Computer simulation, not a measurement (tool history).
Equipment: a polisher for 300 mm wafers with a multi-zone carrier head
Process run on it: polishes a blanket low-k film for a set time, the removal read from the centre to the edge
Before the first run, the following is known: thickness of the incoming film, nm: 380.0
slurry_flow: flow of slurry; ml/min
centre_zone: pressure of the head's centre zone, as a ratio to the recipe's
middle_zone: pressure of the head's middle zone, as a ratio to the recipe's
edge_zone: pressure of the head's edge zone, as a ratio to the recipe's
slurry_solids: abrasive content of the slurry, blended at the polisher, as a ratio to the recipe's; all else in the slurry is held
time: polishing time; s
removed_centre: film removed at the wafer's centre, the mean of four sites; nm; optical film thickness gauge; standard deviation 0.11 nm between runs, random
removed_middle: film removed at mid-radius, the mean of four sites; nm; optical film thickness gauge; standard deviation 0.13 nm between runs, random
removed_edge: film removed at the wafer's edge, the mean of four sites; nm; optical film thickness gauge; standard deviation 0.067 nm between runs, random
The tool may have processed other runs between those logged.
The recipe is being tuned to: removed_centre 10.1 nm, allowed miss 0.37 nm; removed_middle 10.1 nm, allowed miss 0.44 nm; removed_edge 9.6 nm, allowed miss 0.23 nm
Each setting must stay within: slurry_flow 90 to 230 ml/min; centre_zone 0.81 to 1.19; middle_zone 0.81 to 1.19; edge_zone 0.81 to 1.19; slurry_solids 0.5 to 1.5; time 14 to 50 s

Run 1, day 0: slurry_flow 150 ml/min, centre_zone 1, middle_zone 1, edge_zone 1, slurry_solids 1, time 32 s. Result: removed_centre 11.374 nm, removed_middle 13.742 nm, removed_edge 13.615 nm.
Run 2, day 0.308: slurry_flow 145 ml/min, centre_zone 1.03, middle_zone 0.99, edge_zone 0.97, slurry_solids 0.9, time 32 s. Result: removed_centre 11.069 nm, removed_middle 12.683 nm, removed_edge 12.56 nm.
Run 3, day 0.454: slurry_flow 140 ml/min, centre_zone 1.05, middle_zone 0.99, edge_zone 0.94, slurry_solids 0.85, time 32 s. Result: removed_centre 10.824 nm, removed_middle 12.372 nm, removed_edge 11.805 nm.
Run 4, day 0.767: slurry_flow 135 ml/min, centre_zone 1.06, middle_zone 0.97, edge_zone 0.92, slurry_solids 0.8, time 32 s. Result: removed_centre 10.24 nm, removed_middle 11.316 nm, removed_edge 11.109 nm.
Run 5, day 1.062: slurry_flow 105 ml/min, centre_zone 1.06, middle_zone 0.97, edge_zone 0.92, slurry_solids 0.8, time 32 s. Result: removed_centre 9.876 nm, removed_middle 10.917 nm, removed_edge 10.748 nm.
Run 6, day 1.408: slurry_flow 105 ml/min, centre_zone 1.08, middle_zone 0.97, edge_zone 0.9, slurry_solids 0.8, time 32 s. Result: removed_centre 10.155 nm, removed_middle 10.784 nm, removed_edge 10.646 nm.
Run 7, day 1.446: slurry_flow 105 ml/min, centre_zone 1.09, middle_zone 0.97, edge_zone 0.88, slurry_solids 0.8, time 32 s. Result: removed_centre 10.199 nm, removed_middle 10.794 nm, removed_edge 10.549 nm.
At day 1.646: centre zone pressure recalibrated.
Run 8, day 1.646: slurry_flow 105 ml/min, centre_zone 1.16, middle_zone 0.97, edge_zone 0.81, slurry_solids 0.65, time 32 s. Result: removed_centre 10.345 nm, removed_middle 9.2859 nm, removed_edge 8.5678 nm.

Which one of the following 5 next-run settings gets every result inside its allowed miss? There is exactly one.
Run A, day 1.846: slurry_flow 110 ml/min, centre_zone 1.05, middle_zone 0.81, edge_zone 0.99, slurry_solids 0.8, time 29 s. Result: removed_centre ?, removed_middle ?, removed_edge ?.
Run B, day 1.846: slurry_flow 90 ml/min, centre_zone 1.05, middle_zone 0.99, edge_zone 0.84, slurry_solids 0.85, time 29 s. Result: removed_centre ?, removed_middle ?, removed_edge ?.
Run C, day 1.846: slurry_flow 90 ml/min, centre_zone 0.99, middle_zone 0.84, edge_zone 1.02, slurry_solids 0.85, time 28 s. Result: removed_centre ?, removed_middle ?, removed_edge ?.
Run D, day 1.846: slurry_flow 95 ml/min, centre_zone 1.04, middle_zone 1.14, edge_zone 0.82, slurry_solids 0.65, time 36 s. Result: removed_centre ?, removed_middle ?, removed_edge ?.
Run E, day 1.846: slurry_flow 100 ml/min, centre_zone 1.04, middle_zone 0.96, edge_zone 0.87, slurry_solids 0.7, time 31 s. Result: removed_centre ?, removed_middle ?, removed_edge ?.

move  removed_centre  removed_middle  removed_edge
   A           10.04          8.9495        10.299
   B          10.094          10.243        9.7256
   C          9.1776          8.9212        10.294
   D          10.053          11.285        9.6105
   E          9.3579          9.3749        9.1723
A: carries the result that was furthest off beyond its target, to the other side
B: hits every target within its allowed miss
C: carries the result that was furthest off beyond its target, to the other side
D: brings the last run's worst result on target, with another outside its allowed miss
E: an improvement on the last run, though not all results are within tolerance
Correct choice: B, which meets every target
